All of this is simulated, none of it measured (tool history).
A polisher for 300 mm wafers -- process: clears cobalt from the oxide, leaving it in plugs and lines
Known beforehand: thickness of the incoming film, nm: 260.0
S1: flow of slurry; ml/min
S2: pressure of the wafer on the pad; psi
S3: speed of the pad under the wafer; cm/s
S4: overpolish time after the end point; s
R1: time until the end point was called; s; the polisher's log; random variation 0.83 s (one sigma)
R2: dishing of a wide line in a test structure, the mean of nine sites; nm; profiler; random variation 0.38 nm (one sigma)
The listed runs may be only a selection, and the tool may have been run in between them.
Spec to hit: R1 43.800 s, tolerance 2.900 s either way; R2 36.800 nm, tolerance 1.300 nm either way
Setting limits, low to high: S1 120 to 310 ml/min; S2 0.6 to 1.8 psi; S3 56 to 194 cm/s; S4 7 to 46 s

run  hour   S1   S2   S3  S4      R1      R2
  1   0.0  200  1.2  124  24  65.841  40.217
  2   2.5  200  1.3  126  18  61.557  36.518
  3   5.0  235  1.3  126  18  60.820  38.060
  4   9.2  235  1.4  128  16  52.476  36.011
  5   9.8  235  1.4  128  23  53.734  41.050
  6  11.2  235  1.5  126  21  51.545  40.106
  7  16.5  235  1.6  126  19  47.076  40.483
  8  20.0  235  1.6  126  19  48.372  40.957
  9  21.7  235  1.7  128   8  45.675  29.308
 10  28.4  235  1.7  130  11  44.164  34.665
 11  30.7  235  1.7  130  11  43.876  34.206
 12  35.9  235  1.7  130  18  44.890  40.432
 13  41.1  240  1.7  130  17  43.509  39.442

Which single option among these 4 for the next run brings every result within its allowed miss of target? Just one does.
  A  46.3  245  1.7  128  18   ?   ?
  B  46.3  300  1.5  150  17   ?   ?
  C  46.3  240  1.5  148  13   ?   ?
  D  46.3  215  1.8  152  11   ?   ?

move      R1      R2
   A  45.327  39.738
   B  43.946  39.478
   C  45.503  35.908
   D  37.746  36.113
A: further off than the last run
B: no better and no worse than the last run
C: in spec on every target
D: brings the last run's worst result on target, with another outside its allowed miss
So the answer is move C, the one that meets all the targets.

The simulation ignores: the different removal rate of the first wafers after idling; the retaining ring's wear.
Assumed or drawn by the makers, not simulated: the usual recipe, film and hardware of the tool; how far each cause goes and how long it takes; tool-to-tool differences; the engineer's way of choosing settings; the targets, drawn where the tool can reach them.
